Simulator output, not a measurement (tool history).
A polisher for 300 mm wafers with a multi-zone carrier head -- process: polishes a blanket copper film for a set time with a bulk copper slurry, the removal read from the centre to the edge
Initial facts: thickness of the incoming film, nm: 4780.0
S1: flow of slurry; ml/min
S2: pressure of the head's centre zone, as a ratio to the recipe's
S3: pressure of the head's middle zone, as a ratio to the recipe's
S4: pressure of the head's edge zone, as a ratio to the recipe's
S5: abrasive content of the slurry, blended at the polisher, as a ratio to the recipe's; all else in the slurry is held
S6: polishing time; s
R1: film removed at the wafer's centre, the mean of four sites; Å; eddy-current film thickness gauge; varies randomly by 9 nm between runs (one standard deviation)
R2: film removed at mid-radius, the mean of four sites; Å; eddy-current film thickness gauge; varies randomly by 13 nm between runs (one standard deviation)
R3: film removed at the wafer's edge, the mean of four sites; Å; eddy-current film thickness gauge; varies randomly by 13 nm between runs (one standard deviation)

run	hour	S1	S2	S3	S4	S5	S6	R1	R2	R3
1	0	250	1	1	1	1	60	8248.6	8204.6	8092.2
2	7.6	250	1.07	1	1	1	60	8697.4	7910.4	8319.8
3	13.5	265	1.09	1.04	1.02	1.15	61	9228.2	8928.6	8669.5
4	22.4	265	1.09	1.04	1.08	1.15	61	9319.3	8890.5	8902.8
5	26.1	265	1.1	1.04	1.1	1.25	62	9696.1	9039.5	9431
6	27.5	205	1.1	1.04	1.1	1.25	62	9340	8932.6	9196.6

Run 7 is up next; what results do you expect?
7	34.6	220	1.12	1.06	1.12	1.3	62	?	?	?

{"run 7": {"R1": 9775.6, "R2": 9407.8, "R3": 9490.6}}

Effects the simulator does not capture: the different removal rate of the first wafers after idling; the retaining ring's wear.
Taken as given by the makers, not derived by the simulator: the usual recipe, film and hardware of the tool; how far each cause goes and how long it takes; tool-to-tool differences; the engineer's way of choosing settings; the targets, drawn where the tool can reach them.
